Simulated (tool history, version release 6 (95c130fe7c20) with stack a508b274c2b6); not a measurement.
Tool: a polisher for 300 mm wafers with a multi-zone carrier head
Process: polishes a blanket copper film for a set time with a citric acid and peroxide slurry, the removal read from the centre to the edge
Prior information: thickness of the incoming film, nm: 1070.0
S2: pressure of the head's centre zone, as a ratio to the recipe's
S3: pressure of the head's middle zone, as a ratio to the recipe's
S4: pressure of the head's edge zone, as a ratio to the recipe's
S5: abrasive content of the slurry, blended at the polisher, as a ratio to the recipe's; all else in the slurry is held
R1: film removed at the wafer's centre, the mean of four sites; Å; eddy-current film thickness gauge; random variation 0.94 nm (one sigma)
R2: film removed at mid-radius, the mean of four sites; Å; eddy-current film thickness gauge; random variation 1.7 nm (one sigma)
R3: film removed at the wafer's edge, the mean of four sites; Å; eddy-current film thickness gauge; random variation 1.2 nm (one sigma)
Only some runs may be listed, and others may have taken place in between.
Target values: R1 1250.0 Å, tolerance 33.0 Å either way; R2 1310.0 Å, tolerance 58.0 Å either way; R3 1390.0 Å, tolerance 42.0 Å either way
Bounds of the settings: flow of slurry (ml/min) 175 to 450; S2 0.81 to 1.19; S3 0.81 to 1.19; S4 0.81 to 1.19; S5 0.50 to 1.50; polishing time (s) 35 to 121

{"run": 1, "hour": 0.0, "flow of slurry (ml/min)": 290, "S2": 1.0, "S3": 1.0, "S4": 1.0, "S5": 1.0, "polishing time (s)": 78, "R1": 1731.5, "R2": 1718.5, "R3": 1680.6}
{"run": 2, "hour": 3.0, "flow of slurry (ml/min)": 285, "S2": 0.96, "S3": 0.97, "S4": 0.98, "S5": 0.9, "polishing time (s)": 77, "R1": 1599.7, "R2": 1587.2, "R3": 1590.3}
{"run": 3, "hour": 4.1, "flow of slurry (ml/min)": 285, "S2": 0.96, "S3": 0.97, "S4": 0.98, "S5": 1.0, "polishing time (s)": 77, "R1": 1613.5, "R2": 1671.6, "R3": 1636.6}
{"run": 4, "hour": 7.1, "flow of slurry (ml/min)": 245, "S2": 0.96, "S3": 0.97, "S4": 0.98, "S5": 1.0, "polishing time (s)": 77, "R1": 1579.8, "R2": 1629.6, "R3": 1603.3}
{"run": 5, "hour": 9.4, "flow of slurry (ml/min)": 175, "S2": 0.96, "S3": 0.97, "S4": 0.98, "S5": 1.0, "polishing time (s)": 77, "R1": 1480.8, "R2": 1517.5, "R3": 1566.8}
{"run": 6, "hour": 16.8, "flow of slurry (ml/min)": 175, "S2": 0.94, "S3": 0.95, "S4": 0.96, "S5": 0.95, "polishing time (s)": 77, "R1": 1465.7, "R2": 1494.8, "R3": 1534.6}
{"run": 7, "hour": 24.4, "flow of slurry (ml/min)": 175, "S2": 0.92, "S3": 0.94, "S4": 0.96, "S5": 0.9, "polishing time (s)": 76, "R1": 1367.2, "R2": 1431.9, "R3": 1496.1}
{"run": 8, "hour": 26.5, "flow of slurry (ml/min)": 175, "S2": 0.91, "S3": 0.93, "S4": 0.94, "S5": 0.85, "polishing time (s)": 76, "R1": 1336.2, "R2": 1412.4, "R3": 1452.6}
{"run": 9, "hour": 34.0, "flow of slurry (ml/min)": 175, "S2": 0.9, "S3": 0.91, "S4": 0.93, "S5": 0.85, "polishing time (s)": 76, "R1": 1332.1, "R2": 1362.0, "R3": 1452.2}
{"run": 10, "hour": 34.9, "flow of slurry (ml/min)": 175, "S2": 0.89, "S3": 0.91, "S4": 0.92, "S5": 0.85, "polishing time (s)": 76, "R1": 1314.6, "R2": 1380.1, "R3": 1418.9}

Pick the move, out of 4, that brings all results within their allowed miss; only one does.
{"run": "A", "hour": 35.8, "flow of slurry (ml/min)": 175, "S2": 0.87, "S3": 0.89, "S4": 1.0, "S5": 0.85, "polishing time (s)": 74, "R1": "?", "R2": "?", "R3": "?"}
{"run": "B", "hour": 35.8, "flow of slurry (ml/min)": 175, "S2": 0.88, "S3": 0.9, "S4": 0.91, "S5": 0.8, "polishing time (s)": 74, "R1": "?", "R2": "?", "R3": "?"}
{"run": "C", "hour": 35.8, "flow of slurry (ml/min)": 215, "S2": 0.99, "S3": 0.94, "S4": 0.81, "S5": 0.9, "polishing time (s)": 71, "R1": "?", "R2": "?", "R3": "?"}
{"run": "D", "hour": 35.8, "flow of slurry (ml/min)": 230, "S2": 0.83, "S3": 1.04, "S4": 0.87, "S5": 0.9, "polishing time (s)": 71, "R1": "?", "R2": "?", "R3": "?"}

move=A R1=1257.7 R2=1328.1 R3=1482.8
move=B R1=1259.4 R2=1326.9 R3=1403.7
move=C R1=1448.2 R2=1397.7 R3=1340.0
move=D R1=1227.2 R2=1539.0 R3=1392.0
A: corrects the largest miss of the last run, while another result sits out of spec
B: hits every target within its allowed miss
C: misses by more than the last run did
D: corrects the largest miss of the last run, while another result sits out of spec
The right move is B.
